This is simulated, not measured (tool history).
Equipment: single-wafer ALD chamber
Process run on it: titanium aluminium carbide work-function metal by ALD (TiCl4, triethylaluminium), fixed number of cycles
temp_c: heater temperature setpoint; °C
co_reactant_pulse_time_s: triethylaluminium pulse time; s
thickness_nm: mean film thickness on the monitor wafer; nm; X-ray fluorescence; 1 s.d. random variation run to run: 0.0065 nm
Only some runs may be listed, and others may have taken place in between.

run 1 hour=0 | temp_c=310 co_reactant_pulse_time_s=8.18 | thickness_nm=1.9231
run 2 hour=6.6 | temp_c=313 co_reactant_pulse_time_s=8.33 | thickness_nm=1.9589
run 3 hour=9.3 | temp_c=313 co_reactant_pulse_time_s=6.27 | thickness_nm=1.7775
run 4 hour=9.9 | temp_c=315 co_reactant_pulse_time_s=6.68 | thickness_nm=1.8367
run 5 hour=15.6 | temp_c=317 co_reactant_pulse_time_s=6.97 | thickness_nm=1.8966
run 6 hour=23.3 | temp_c=319 co_reactant_pulse_time_s=7.02 | thickness_nm=1.9152

Forecast run 7:
run 7 hour=23.9 | temp_c=321 co_reactant_pulse_time_s=7.09 | thickness_nm=?

{"run 7": {"thickness_nm": 1.9438}}

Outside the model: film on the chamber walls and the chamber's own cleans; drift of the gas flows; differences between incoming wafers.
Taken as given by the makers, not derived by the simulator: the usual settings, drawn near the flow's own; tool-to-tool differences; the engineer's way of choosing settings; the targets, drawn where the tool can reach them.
